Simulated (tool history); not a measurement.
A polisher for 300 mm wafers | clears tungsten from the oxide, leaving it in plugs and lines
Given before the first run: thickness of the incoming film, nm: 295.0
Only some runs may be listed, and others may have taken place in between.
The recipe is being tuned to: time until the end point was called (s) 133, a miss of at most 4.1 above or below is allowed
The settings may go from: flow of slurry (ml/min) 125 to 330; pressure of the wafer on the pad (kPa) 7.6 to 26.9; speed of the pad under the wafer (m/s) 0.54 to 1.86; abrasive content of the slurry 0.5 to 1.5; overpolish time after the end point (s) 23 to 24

| run | hour | flow of slurry (ml/min) | pressure of the wafer on the pad (kPa) | speed of the pad under the wafer (m/s) | abrasive content of the slurry | overpolish time after the end point (s) | time until the end point was called (s) |
|---|---|---|---|---|---|---|---|
| 1 | 0 | 210 | 17.2 | 1.18 | 1 | 23 | 95.683 |
| 2 | 7.1 | 205 | 15.2 | 1.18 | 1 | 23 | 111.66 |
| 3 | 15.1 | 235 | 15.2 | 1.18 | 1 | 23 | 108.59 |
| 4 | 17.9 | 235 | 15.2 | 1.18 | 1 | 23 | 108 |
| 5 | 23.5 | 220 | 14.5 | 1.18 | 1 | 23 | 113.93 |
|  | 28 | slurry nozzle cleaned |
| 6 | 28 | 215 | 13.8 | 1.18 | 1 | 23 | 115.12 |
| 7 | 32.8 | 215 | 13.8 | 1.18 | 1 | 23 | 114.44 |
| 8 | 38.9 | 200 | 11 | 1.18 | 1 | 23 | 140.27 |
| 9 | 47.7 | 205 | 11 | 1.18 | 1 | 23 | 140.6 |
| 10 | 54.2 | 205 | 11 | 1.18 | 1 | 23 | 140.96 |
| 11 | 58.3 | 210 | 11 | 1.18 | 1 | 23 | 139.98 |

Which of these 5 next moves meets every target?
| A | 62.4 | 135 | 14.5 | 0.98 | 0.9 | 24 | ? |
| B | 62.4 | 130 | 11 | 1.22 | 1 | 23 | ? |
| C | 62.4 | 210 | 11.7 | 1.12 | 0.9 | 23 | ? |
| D | 62.4 | 235 | 12.4 | 1.16 | 0.85 | 23 | ? |
| E | 62.4 | 230 | 13.1 | 0.96 | 1.05 | 23 | ? |

| move | time until the end point was called (s) |
|---|---|
| A | 144.2 |
| B | 146.64 |
| C | 144.15 |
| D | 132.41 |
| E | 144.08 |
A: its largest miss is bigger than the last run's
B: its largest miss is bigger than the last run's
C: its largest miss is bigger than the last run's
D: meets every target
E: its largest miss is bigger than the last run's
Move D is the one to make.
